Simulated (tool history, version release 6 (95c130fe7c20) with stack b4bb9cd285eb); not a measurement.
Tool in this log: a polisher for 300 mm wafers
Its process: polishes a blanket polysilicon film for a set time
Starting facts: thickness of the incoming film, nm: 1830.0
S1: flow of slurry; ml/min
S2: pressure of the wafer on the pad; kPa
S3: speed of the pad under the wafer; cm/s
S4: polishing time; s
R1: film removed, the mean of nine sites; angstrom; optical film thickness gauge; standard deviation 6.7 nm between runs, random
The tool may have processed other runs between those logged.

run  hour   S1    S2  S3  S4      R1
  1   0.0  170  22.8  84  93  8221.7
  2   5.3  195  22.8  84  93  8294.8
  3   7.0  195  22.8  84  93  8392.4
  4  10.6  195  22.8  84  98  9072.0
  5  19.7  195  22.8  64  98  6971.0
  6  21.4  195  21.4  64  98  6462.3
  7  23.1  195  20.0  64  98  6079.3
  8  24.8  195  19.3  64  98  5884.8
  9  33.4  195  18.6  64  98  5630.8

Predict the results of run 10:
 10  42.3  195  17.9  64  98   ?

R1: 5553.4 angstrom
